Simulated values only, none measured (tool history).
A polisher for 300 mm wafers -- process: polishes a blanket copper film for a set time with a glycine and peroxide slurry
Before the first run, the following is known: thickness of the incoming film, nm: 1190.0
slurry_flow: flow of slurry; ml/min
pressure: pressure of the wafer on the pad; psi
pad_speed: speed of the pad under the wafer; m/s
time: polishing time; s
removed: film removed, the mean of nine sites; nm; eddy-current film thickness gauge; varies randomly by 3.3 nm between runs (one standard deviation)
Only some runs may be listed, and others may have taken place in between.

{"run": 1, "hour": 0.0, "slurry_flow": 270, "pressure": 3.5, "pad_speed": 0.76, "time": 98, "removed": 518.98}
{"run": 2, "hour": 7.1, "slurry_flow": 270, "pressure": 3.1, "pad_speed": 0.76, "time": 98, "removed": 470.27}
{"run": 3, "hour": 15.6, "slurry_flow": 270, "pressure": 2.3, "pad_speed": 0.76, "time": 98, "removed": 383.49}
{"run": 4, "hour": 19.8, "slurry_flow": 270, "pressure": 2.2, "pad_speed": 0.76, "time": 98, "removed": 366.66}
{"run": 5, "hour": 27.6, "slurry_flow": 270, "pressure": 2.2, "pad_speed": 0.76, "time": 98, "removed": 371.57}
{"run": 6, "hour": 34.0, "slurry_flow": 270, "pressure": 2.2, "pad_speed": 0.76, "time": 104, "removed": 395.16}
{"run": 7, "hour": 41.0, "slurry_flow": 270, "pressure": 2.2, "pad_speed": 0.76, "time": 104, "removed": 398.85}

What does the tool deliver on the next run?
{"run": 8, "hour": 47.2, "slurry_flow": 270, "pressure": 2.1, "pad_speed": 0.76, "time": 104, "removed": "?"}

removed: 386.82 nm
